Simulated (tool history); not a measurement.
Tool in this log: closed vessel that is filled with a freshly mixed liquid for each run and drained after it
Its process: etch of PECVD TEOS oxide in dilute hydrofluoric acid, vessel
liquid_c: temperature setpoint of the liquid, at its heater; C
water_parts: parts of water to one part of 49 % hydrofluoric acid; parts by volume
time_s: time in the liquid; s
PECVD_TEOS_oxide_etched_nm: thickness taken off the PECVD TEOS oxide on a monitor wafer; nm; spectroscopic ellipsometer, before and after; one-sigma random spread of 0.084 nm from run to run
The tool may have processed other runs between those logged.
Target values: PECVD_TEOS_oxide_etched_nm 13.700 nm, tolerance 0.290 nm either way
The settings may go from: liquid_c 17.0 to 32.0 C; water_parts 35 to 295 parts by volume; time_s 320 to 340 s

| run | hour | liquid_c | water_parts | time_s | PECVD_TEOS_oxide_etched_nm |
|---|---|---|---|---|---|
| 1 | 0.0 | 24.0 | 165 | 320 | 23.088 |
| 2 | 4.4 | 22.0 | 175 | 320 | 20.096 |
| 3 | 10.1 | 25.5 | 175 | 320 | 22.580 |
| 4 | 15.8 | 23.0 | 185 | 320 | 19.504 |
| 5 | 24.1 | 23.0 | 185 | 340 | 20.529 |
| 6 | 32.6 | 21.0 | 195 | 340 | 17.798 |
| 7 | 37.9 | 20.0 | 200 | 340 | 16.584 |
| 8 | 46.4 | 19.0 | 205 | 340 | 15.660 |
| 9 | 47.2 | 18.5 | 210 | 340 | 14.762 |
| 10 | 55.2 | 18.0 | 210 | 340 | 14.457 |
| 11 | 55.8 | 17.5 | 210 | 340 | 14.168 |

4 next moves are on the table. One of them brings every result within its allowed miss. Which?
| A | 56.4 | 17.0 | 180 | 320 | ? |
| B | 56.4 | 17.5 | 205 | 340 | ? |
| C | 56.4 | 19.0 | 215 | 320 | ? |
| D | 56.4 | 26.5 | 265 | 325 | ? |

| move | PECVD_TEOS_oxide_etched_nm |
|---|---|
| A | 15.864 |
| B | 14.752 |
| C | 13.908 |
| D | 14.338 |
A: its largest miss is bigger than the last run's
B: its largest miss is bigger than the last run's
C: all results in spec
D: its largest miss is bigger than the last run's
Answer: C
